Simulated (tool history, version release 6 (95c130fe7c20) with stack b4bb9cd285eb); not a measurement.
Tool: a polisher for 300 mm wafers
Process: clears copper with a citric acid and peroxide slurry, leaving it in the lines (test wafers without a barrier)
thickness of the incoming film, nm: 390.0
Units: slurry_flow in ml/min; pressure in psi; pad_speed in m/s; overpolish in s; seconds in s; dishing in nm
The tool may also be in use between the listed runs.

run 1 hour=0.0 | slurry_flow=280 pressure=3.7 pad_speed=1.42 slurry_solids=1.0 overpolish=26 | seconds=99.281 dishing=50.381
run 2 hour=2.9 | slurry_flow=280 pressure=4.3 pad_speed=1.44 slurry_solids=1.0 overpolish=25 | seconds=88.025 dishing=51.713
run 3 hour=10.7 | slurry_flow=280 pressure=4.8 pad_speed=1.50 slurry_solids=1.0 overpolish=25 | seconds=75.407 dishing=56.215
run 4 hour=16.7 | slurry_flow=280 pressure=5.1 pad_speed=1.52 slurry_solids=1.0 overpolish=25 | seconds=70.430 dishing=56.316
run 5 hour=17.7 | slurry_flow=280 pressure=5.3 pad_speed=1.54 slurry_solids=1.0 overpolish=26 | seconds=68.946 dishing=60.439
run 6 hour=26.5 | slurry_flow=280 pressure=4.7 pad_speed=1.54 slurry_solids=1.0 overpolish=26 | seconds=73.979 dishing=57.784
run 7 hour=30.2 | slurry_flow=280 pressure=5.0 pad_speed=1.56 slurry_solids=1.0 overpolish=26 | seconds=70.191 dishing=59.174
run 8 hour=38.6 | slurry_flow=280 pressure=5.2 pad_speed=1.58 slurry_solids=1.0 overpolish=26 | seconds=66.959 dishing=61.826
run 9 hour=45.6 | slurry_flow=280 pressure=5.4 pad_speed=1.58 slurry_solids=1.0 overpolish=25 | seconds=63.021 dishing=63.040

Forecast run 10:
run 10 hour=54.6 | slurry_flow=280 pressure=5.6 pad_speed=1.60 slurry_solids=1.0 overpolish=22 | seconds=? dishing=?

Run 10 gave seconds 62.213 s, dishing 57.257 nm.
